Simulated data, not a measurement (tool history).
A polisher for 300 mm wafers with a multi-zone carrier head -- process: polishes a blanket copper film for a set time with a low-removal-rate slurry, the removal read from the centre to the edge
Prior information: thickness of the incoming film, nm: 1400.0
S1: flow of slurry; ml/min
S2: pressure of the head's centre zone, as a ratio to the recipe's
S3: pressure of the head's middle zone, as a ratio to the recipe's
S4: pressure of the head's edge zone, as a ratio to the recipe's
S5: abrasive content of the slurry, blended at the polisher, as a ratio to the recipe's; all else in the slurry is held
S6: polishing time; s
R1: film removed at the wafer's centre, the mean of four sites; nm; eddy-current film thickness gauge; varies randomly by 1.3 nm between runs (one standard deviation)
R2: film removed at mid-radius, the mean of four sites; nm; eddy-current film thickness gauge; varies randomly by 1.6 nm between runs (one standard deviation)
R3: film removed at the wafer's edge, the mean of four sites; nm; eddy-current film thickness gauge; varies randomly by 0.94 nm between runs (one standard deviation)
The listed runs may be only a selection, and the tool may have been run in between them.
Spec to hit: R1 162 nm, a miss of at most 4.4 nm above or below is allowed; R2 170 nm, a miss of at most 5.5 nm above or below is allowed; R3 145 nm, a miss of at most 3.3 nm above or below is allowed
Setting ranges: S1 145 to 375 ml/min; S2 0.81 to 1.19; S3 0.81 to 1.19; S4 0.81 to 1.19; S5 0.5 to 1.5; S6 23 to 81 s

{"run": 1, "hour": 0.0, "S1": 240, "S2": 1, "S3": 1, "S4": 1, "S5": 1, "S6": 52, "R1": 114.51, "R2": 113.59, "R3": 112.66}
{"run": 2, "hour": 1.7, "S1": 240, "S2": 0.97, "S3": 1, "S4": 1, "S5": 1, "S6": 52, "R1": 111.59, "R2": 112.89, "R3": 112.32}
{"run": 3, "hour": 10.0, "S1": 260, "S2": 1.01, "S3": 1.05, "S4": 1.02, "S5": 1.15, "S6": 53, "R1": 125.6, "R2": 125.89, "R3": 119.46}
{"run": 4, "hour": 17.8, "S1": 260, "S2": 1.01, "S3": 0.98, "S4": 1.02, "S5": 1.15, "S6": 53, "R1": 122.66, "R2": 118.42, "R3": 120.71}
{"run": 5, "hour": 24.8, "S1": 260, "S2": 1.01, "S3": 0.98, "S4": 1.02, "S5": 1.15, "S6": 42, "R1": 97.576, "R2": 93.2, "R3": 95.187}
{"run": 6, "hour": 30.0, "S1": 290, "S2": 1.01, "S3": 0.98, "S4": 1.02, "S5": 1.15, "S6": 42, "R1": 99.899, "R2": 94.318, "R3": 96.817}
{"run": 7, "hour": 32.2, "S1": 290, "S2": 1.02, "S3": 1.03, "S4": 1.03, "S5": 1.25, "S6": 46, "R1": 113.85, "R2": 109.5, "R3": 107.79}
{"run": 8, "hour": 40.3, "S1": 285, "S2": 1.02, "S3": 1.07, "S4": 1.03, "S5": 1.3, "S6": 49, "R1": 121.44, "R2": 123.06, "R3": 115.8}
{"run": 9, "hour": 47.8, "S1": 285, "S2": 1.04, "S3": 1.1, "S4": 1.04, "S5": 1.35, "S6": 51, "R1": 127.65, "R2": 130.34, "R3": 121.61}
{"run": 10, "hour": 54.1, "S1": 285, "S2": 1.04, "S3": 1.1, "S4": 1.04, "S5": 1.35, "S6": 51, "R1": 128.52, "R2": 129.88, "R3": 121.13}
{"run": 11, "hour": 60.6, "S1": 300, "S2": 1.05, "S3": 1.13, "S4": 1.04, "S5": 1.4, "S6": 53, "R1": 136.77, "R2": 140.2, "R3": 126.24}
{"run": 12, "hour": 62.5, "S1": 345, "S2": 1.08, "S3": 1.19, "S4": 1.07, "S5": 1.5, "S6": 60, "R1": 163.57, "R2": 173.03, "R3": 151.3}

Pick the move, out of 5, that brings all results within their allowed miss; only one does.
{"run": "A", "hour": 64.4, "S1": 355, "S2": 0.98, "S3": 1.16, "S4": 1.04, "S5": 1.5, "S6": 61, "R1": "?", "R2": "?", "R3": "?"}
{"run": "B", "hour": 64.4, "S1": 345, "S2": 1.05, "S3": 1.15, "S4": 0.97, "S5": 1.25, "S6": 63, "R1": "?", "R2": "?", "R3": "?"}
{"run": "C", "hour": 64.4, "S1": 240, "S2": 1.04, "S3": 1.13, "S4": 1.12, "S5": 1.35, "S6": 66, "R1": "?", "R2": "?", "R3": "?"}
{"run": "D", "hour": 64.4, "S1": 355, "S2": 1.03, "S3": 1.19, "S4": 1.01, "S5": 1.4, "S6": 63, "R1": "?", "R2": "?", "R3": "?"}
{"run": "E", "hour": 64.4, "S1": 335, "S2": 1.09, "S3": 1.11, "S4": 1.04, "S5": 1.35, "S6": 60, "R1": "?", "R2": "?", "R3": "?"}

move=A R1=152.83 R2=171.53 R3=149.32
move=B R1=162.13 R2=168.49 R3=143.01
move=C R1=163.73 R2=169.96 R3=158.75
move=D R1=163.49 R2=178.33 R3=149.67
move=E R1=162.52 R2=157.82 R3=143.04
A: moves away from the targets compared with the last run
B: all results in spec
C: moves away from the targets compared with the last run
D: nearer the targets than the last run, but a result is still out of spec
E: brings the last run's worst result on target, with another outside its allowed miss
So the answer is move B, the one that meets all the targets.

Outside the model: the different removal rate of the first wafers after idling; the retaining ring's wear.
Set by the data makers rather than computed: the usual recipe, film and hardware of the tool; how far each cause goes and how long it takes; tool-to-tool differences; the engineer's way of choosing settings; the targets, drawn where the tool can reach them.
